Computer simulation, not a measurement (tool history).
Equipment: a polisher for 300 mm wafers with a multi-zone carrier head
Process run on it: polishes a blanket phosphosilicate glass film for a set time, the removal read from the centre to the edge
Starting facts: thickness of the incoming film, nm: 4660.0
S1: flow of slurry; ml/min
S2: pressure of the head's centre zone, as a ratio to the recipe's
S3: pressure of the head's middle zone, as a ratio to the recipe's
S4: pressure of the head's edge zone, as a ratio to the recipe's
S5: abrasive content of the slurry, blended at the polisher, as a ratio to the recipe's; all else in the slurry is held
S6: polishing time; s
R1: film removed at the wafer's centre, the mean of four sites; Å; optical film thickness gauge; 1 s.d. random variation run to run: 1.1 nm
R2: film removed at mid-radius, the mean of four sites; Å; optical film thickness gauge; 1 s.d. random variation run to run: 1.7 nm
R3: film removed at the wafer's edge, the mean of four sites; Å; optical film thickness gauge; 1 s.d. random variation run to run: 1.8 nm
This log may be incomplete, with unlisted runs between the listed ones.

Run 1, hour 0: S1 195 ml/min, S2 1, S3 1, S4 1, S5 1, S6 80 s. Result: R1 3816.8 Å, R2 3679.5 Å, R3 3581.5 Å.
Run 2, hour 5.9: S1 230 ml/min, S2 1, S3 1, S4 1, S5 1, S6 80 s. Result: R1 3845.2 Å, R2 3733.6 Å, R3 3606.2 Å.
Run 3, hour 10.4: S1 230 ml/min, S2 0.96, S3 1.01, S4 0.99, S5 0.9, S6 71 s. Result: R1 3137.6 Å, R2 3169.2 Å, R3 3029.8 Å.
Run 4, hour 17.8: S1 230 ml/min, S2 1, S3 1.01, S4 0.99, S5 0.9, S6 71 s. Result: R1 3264.9 Å, R2 3145.5 Å, R3 3043 Å.
Run 5, hour 25.8: S1 225 ml/min, S2 0.96, S3 1.03, S4 0.99, S5 0.8, S6 64 s. Result: R1 2656.9 Å, R2 2746.6 Å, R3 2634.8 Å.
Run 6, hour 26.7: S1 225 ml/min, S2 0.96, S3 0.97, S4 0.99, S5 0.8, S6 64 s. Result: R1 2686.1 Å, R2 2571.1 Å, R3 2608.2 Å.
Run 7, hour 28.1: S1 215 ml/min, S2 0.93, S3 0.99, S4 0.97, S5 0.75, S6 60 s. Result: R1 2356.5 Å, R2 2402 Å, R3 2331.2 Å.
Run 8, hour 32.3: S1 200 ml/min, S2 0.9, S3 1, S4 0.97, S5 0.7, S6 57 s. Result: R1 2036.7 Å, R2 2197.2 Å, R3 2116.1 Å.
Run 9, hour 35.8: S1 185 ml/min, S2 0.88, S3 1, S4 0.96, S5 0.65, S6 57 s. Result: R1 1906.1 Å, R2 2083.3 Å, R3 2019.6 Å.
Run 10, hour 43.2: S1 175 ml/min, S2 0.86, S3 1.01, S4 0.95, S5 0.6, S6 56 s. Result: R1 1739.7 Å, R2 1965.1 Å, R3 1840.1 Å.

What does the tool deliver on the next run?
Run 11, hour 50.8: S1 120 ml/min, S2 0.81, S3 1.05, S4 1, S5 0.5, S6 55 s. Result: R1 ?, R2 ?, R3 ?.

R1: 1387.2 Å
R2: 1710.6 Å
R3: 1688.6 Å
